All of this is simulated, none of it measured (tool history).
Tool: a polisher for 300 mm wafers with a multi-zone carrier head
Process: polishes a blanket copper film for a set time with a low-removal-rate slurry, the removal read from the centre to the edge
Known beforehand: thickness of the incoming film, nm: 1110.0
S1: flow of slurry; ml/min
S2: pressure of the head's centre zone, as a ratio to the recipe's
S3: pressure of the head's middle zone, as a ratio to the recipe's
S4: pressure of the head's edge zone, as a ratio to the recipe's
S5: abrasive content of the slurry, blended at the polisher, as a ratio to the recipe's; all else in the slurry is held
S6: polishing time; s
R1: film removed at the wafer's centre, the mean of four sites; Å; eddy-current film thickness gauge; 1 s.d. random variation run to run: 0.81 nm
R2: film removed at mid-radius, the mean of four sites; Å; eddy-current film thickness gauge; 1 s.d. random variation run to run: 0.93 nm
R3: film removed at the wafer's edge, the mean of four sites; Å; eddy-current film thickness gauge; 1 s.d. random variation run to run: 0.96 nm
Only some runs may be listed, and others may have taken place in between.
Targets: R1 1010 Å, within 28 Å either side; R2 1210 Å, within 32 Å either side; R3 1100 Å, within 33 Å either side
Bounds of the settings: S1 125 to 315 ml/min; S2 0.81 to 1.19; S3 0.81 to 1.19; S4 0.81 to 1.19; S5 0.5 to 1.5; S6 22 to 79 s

{"run": 1, "hour": 0.0, "S1": 205, "S2": 1, "S3": 1, "S4": 1, "S5": 1, "S6": 50, "R1": 1441.5, "R2": 1397.3, "R3": 1397.8}
{"run": 2, "hour": 1.8, "S1": 205, "S2": 1, "S3": 1, "S4": 1, "S5": 0.8, "S6": 50, "R1": 1377.8, "R2": 1348.8, "R3": 1347.7}
{"run": 3, "hour": 4.5, "S1": 200, "S2": 0.98, "S3": 1, "S4": 0.98, "S5": 0.75, "S6": 50, "R1": 1346.7, "R2": 1350.3, "R3": 1323.8}
{"run": 4, "hour": 11.3, "S1": 230, "S2": 0.98, "S3": 1, "S4": 0.98, "S5": 0.75, "S6": 50, "R1": 1362.9, "R2": 1353.8, "R3": 1319.3}
{"run": 5, "hour": 14.8, "S1": 230, "S2": 0.95, "S3": 1, "S4": 0.98, "S5": 0.75, "S6": 50, "R1": 1322.6, "R2": 1354.4, "R3": 1358}
{"run": 6, "hour": 18.6, "S1": 230, "S2": 0.95, "S3": 1, "S4": 0.9, "S5": 0.75, "S6": 50, "R1": 1317, "R2": 1350.8, "R3": 1291.3}
{"run": 7, "hour": 20.0, "S1": 225, "S2": 0.93, "S3": 1, "S4": 0.89, "S5": 0.7, "S6": 49, "R1": 1244.3, "R2": 1303.7, "R3": 1253.4}
{"run": 8, "hour": 23.2, "S1": 220, "S2": 0.92, "S3": 1.01, "S4": 0.88, "S5": 0.65, "S6": 49, "R1": 1200.7, "R2": 1309.2, "R3": 1214.2}
{"run": 9, "hour": 25.2, "S1": 210, "S2": 0.91, "S3": 1.01, "S4": 0.87, "S5": 0.65, "S6": 49, "R1": 1179.9, "R2": 1286.3, "R3": 1215.2}
{"run": 10, "hour": 29.1, "S1": 205, "S2": 0.9, "S3": 1.01, "S4": 0.86, "S5": 0.65, "S6": 49, "R1": 1179.1, "R2": 1307.8, "R3": 1208.1}
{"run": 11, "hour": 31.7, "S1": 200, "S2": 0.89, "S3": 1.01, "S4": 0.85, "S5": 0.65, "S6": 49, "R1": 1148, "R2": 1304.6, "R3": 1218.4}

Exactly one of the 5 candidate moves below puts every result within its allowed miss. Which one?
{"run": "A", "hour": 34.3, "S1": 205, "S2": 1.04, "S3": 0.89, "S4": 0.91, "S5": 0.65, "S6": 51, "R1": "?", "R2": "?", "R3": "?"}
{"run": "B", "hour": 34.3, "S1": 230, "S2": 1.09, "S3": 1.01, "S4": 0.81, "S5": 0.65, "S6": 43, "R1": "?", "R2": "?", "R3": "?"}
{"run": "C", "hour": 34.3, "S1": 180, "S2": 0.81, "S3": 1.17, "S4": 0.81, "S5": 0.55, "S6": 50, "R1": "?", "R2": "?", "R3": "?"}
{"run": "D", "hour": 34.3, "S1": 190, "S2": 0.85, "S3": 1.03, "S4": 0.82, "S5": 0.55, "S6": 46, "R1": "?", "R2": "?", "R3": "?"}
{"run": "E", "hour": 34.3, "S1": 230, "S2": 1, "S3": 1.14, "S4": 0.81, "S5": 0.5, "S6": 46, "R1": "?", "R2": "?", "R3": "?"}

move=A R1=1409.6 R2=1216.8 R3=1282.5
move=B R1=1263.8 R2=1154 R3=1047.8
move=C R1=1033 R2=1447.9 R3=1163.1
move=D R1=1003.5 R2=1201.4 R3=1081.1
move=E R1=1193.8 R2=1317.8 R3=1076.7
A: further off than the last run
B: further off than the last run
C: corrects the largest miss of the last run, while another result sits out of spec
D: in spec on every target
E: further off than the last run
So the answer is move D, the one that meets all the targets.
